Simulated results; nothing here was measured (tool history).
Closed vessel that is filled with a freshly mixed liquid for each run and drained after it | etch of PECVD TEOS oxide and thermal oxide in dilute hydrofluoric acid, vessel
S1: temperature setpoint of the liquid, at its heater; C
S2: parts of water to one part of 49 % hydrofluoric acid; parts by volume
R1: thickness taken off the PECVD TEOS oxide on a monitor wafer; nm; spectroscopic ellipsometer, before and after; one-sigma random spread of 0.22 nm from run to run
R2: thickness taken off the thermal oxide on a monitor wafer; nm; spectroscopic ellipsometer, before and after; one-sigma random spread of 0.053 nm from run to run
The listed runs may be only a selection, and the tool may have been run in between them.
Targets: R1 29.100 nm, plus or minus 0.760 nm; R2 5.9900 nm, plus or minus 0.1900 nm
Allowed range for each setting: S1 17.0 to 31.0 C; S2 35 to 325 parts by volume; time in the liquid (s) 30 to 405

run 1 hour=0.0 | S1=23.0 S2=180 time_in_the_liquid_(s)=205 | R1=20.726 R2=4.3194
run 2 hour=7.0 | S1=24.0 S2=180 time_in_the_liquid_(s)=205 | R1=21.642 R2=4.4070
run 3 hour=14.7 | S1=24.0 S2=180 time_in_the_liquid_(s)=255 | R1=26.724 R2=5.6497
run 4 hour=23.6 | S1=24.5 S2=180 time_in_the_liquid_(s)=255 | R1=27.463 R2=5.6408
run 5 hour=28.2 | S1=23.0 S2=180 time_in_the_liquid_(s)=255 | R1=26.004 R2=5.4110
run 6 hour=35.1 | S1=23.0 S2=225 time_in_the_liquid_(s)=255 | R1=19.996 R2=4.0693
run 7 hour=39.0 | S1=24.0 S2=220 time_in_the_liquid_(s)=255 | R1=21.444 R2=4.2800
run 8 hour=44.6 | S1=24.5 S2=215 time_in_the_liquid_(s)=255 | R1=22.168 R2=4.5224
run 9 hour=46.3 | S1=25.0 S2=215 time_in_the_liquid_(s)=255 | R1=22.382 R2=4.6547
run 10 hour=49.7 | S1=25.0 S2=210 time_in_the_liquid_(s)=255 | R1=23.142 R2=4.7583
run 11 hour=51.8 | S1=25.5 S2=210 time_in_the_liquid_(s)=255 | R1=23.488 R2=4.8482
run 12 hour=58.5 | S1=26.0 S2=210 time_in_the_liquid_(s)=255 | R1=23.995 R2=4.9286
run 13 hour=67.9 | S1=26.5 S2=210 time_in_the_liquid_(s)=255 | R1=24.557 R2=5.0612
run 14 hour=73.5 | S1=27.0 S2=210 time_in_the_liquid_(s)=255 | R1=24.797 R2=5.0788
run 15 hour=74.8 | S1=27.5 S2=210 time_in_the_liquid_(s)=255 | R1=25.324 R2=5.2147
run 16 hour=82.9 | S1=28.0 S2=210 time_in_the_liquid_(s)=255 | R1=25.773 R2=5.3467
run 17 hour=85.9 | S1=28.5 S2=210 time_in_the_liquid_(s)=255 | R1=25.969 R2=5.4355
run 18 hour=87.7 | S1=29.0 S2=205 time_in_the_liquid_(s)=255 | R1=27.610 R2=5.6463

Consider the 4 candidate settings below. Which is the only one whose results all fall within their allowed miss of target?
run A hour=89.5 | S1=28.5 S2=205 time_in_the_liquid_(s)=295 | R1=? R2=?
run B hour=89.5 | S1=21.0 S2=170 time_in_the_liquid_(s)=315 | R1=? R2=?
run C hour=89.5 | S1=30.5 S2=215 time_in_the_liquid_(s)=255 | R1=? R2=?
run D hour=89.5 | S1=30.0 S2=155 time_in_the_liquid_(s)=185 | R1=? R2=?

move=A R1=31.598 R2=6.5188
move=B R1=32.057 R2=6.6134
move=C R1=27.571 R2=5.6880
move=D R1=29.403 R2=6.0660
A: takes the result that was furthest off past its target
B: takes the result that was furthest off past its target
C: neither nearer nor further off than the last run
D: meets every target
So the answer is move D, the one that meets all the targets.

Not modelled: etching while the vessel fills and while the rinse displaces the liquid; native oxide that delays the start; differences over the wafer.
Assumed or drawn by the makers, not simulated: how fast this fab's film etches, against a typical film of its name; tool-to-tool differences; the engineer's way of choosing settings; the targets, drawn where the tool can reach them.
